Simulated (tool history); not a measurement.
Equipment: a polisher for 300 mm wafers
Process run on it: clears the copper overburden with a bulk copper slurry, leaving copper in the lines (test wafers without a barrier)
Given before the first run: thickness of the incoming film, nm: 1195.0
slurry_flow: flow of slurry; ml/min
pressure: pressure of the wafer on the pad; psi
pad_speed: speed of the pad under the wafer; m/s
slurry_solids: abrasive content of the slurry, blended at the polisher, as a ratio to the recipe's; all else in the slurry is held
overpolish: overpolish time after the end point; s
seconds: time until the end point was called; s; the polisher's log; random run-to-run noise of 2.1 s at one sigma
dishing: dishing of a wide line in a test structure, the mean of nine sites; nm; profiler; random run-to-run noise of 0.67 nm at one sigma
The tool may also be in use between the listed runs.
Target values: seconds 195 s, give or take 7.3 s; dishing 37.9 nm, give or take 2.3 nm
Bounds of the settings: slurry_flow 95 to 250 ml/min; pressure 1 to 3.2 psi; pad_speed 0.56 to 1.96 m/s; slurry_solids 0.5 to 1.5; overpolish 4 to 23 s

run 1 day=0 | slurry_flow=160 pressure=2.1 pad_speed=1.26 slurry_solids=1 overpolish=12 | seconds=130.82 dishing=51.309
run 2 day=0.071 | slurry_flow=160 pressure=2 pad_speed=1.26 slurry_solids=1 overpolish=12 | seconds=136.06 dishing=48.724
run 3 day=0.325 | slurry_flow=195 pressure=2 pad_speed=1.26 slurry_solids=1 overpolish=12 | seconds=133.88 dishing=49.342
run 4 day=0.525 | slurry_flow=195 pressure=1.9 pad_speed=1.26 slurry_solids=1 overpolish=12 | seconds=141.67 dishing=48.522
run 5 day=0.642 | slurry_flow=195 pressure=1.9 pad_speed=1.26 slurry_solids=1 overpolish=9 | seconds=143.93 dishing=39.704
run 6 day=1 | slurry_flow=195 pressure=1.8 pad_speed=1.26 slurry_solids=1 overpolish=9 | seconds=150.77 dishing=39.784
run 7 day=1.275 | slurry_flow=195 pressure=1.8 pad_speed=1.26 slurry_solids=1 overpolish=9 | seconds=150.11 dishing=39.231
run 8 day=1.483 | slurry_flow=170 pressure=1.2 pad_speed=1.24 slurry_solids=1 overpolish=13 | seconds=224.94 dishing=35.7
run 9 day=1.842 | slurry_flow=175 pressure=1.3 pad_speed=1.24 slurry_solids=1 overpolish=12 | seconds=210.85 dishing=36.497

Which single option among these 4 for the next run brings every result within its allowed miss of target? Just one does.
run A day=2.2 | slurry_flow=230 pressure=1.1 pad_speed=1.6 slurry_solids=1 overpolish=13 | seconds=? dishing=?
run B day=2.2 | slurry_flow=150 pressure=1.3 pad_speed=1.66 slurry_solids=0.75 overpolish=9 | seconds=? dishing=?
run C day=2.2 | slurry_flow=185 pressure=1.6 pad_speed=1.24 slurry_solids=1 overpolish=14 | seconds=? dishing=?
run D day=2.2 | slurry_flow=185 pressure=1.6 pad_speed=1.06 slurry_solids=1.2 overpolish=11 | seconds=? dishing=?

move=A seconds=194.61 dishing=38.329
move=B seconds=178.66 dishing=32.846
move=C seconds=169.14 dishing=45.889
move=D seconds=182.46 dishing=37.942
A: in spec on every target
B: moves the result that the last run missed by most past its target, out the other side
C: moves the result that the last run missed by most past its target, out the other side
D: moves the result that the last run missed by most past its target, out the other side
The right move is A.

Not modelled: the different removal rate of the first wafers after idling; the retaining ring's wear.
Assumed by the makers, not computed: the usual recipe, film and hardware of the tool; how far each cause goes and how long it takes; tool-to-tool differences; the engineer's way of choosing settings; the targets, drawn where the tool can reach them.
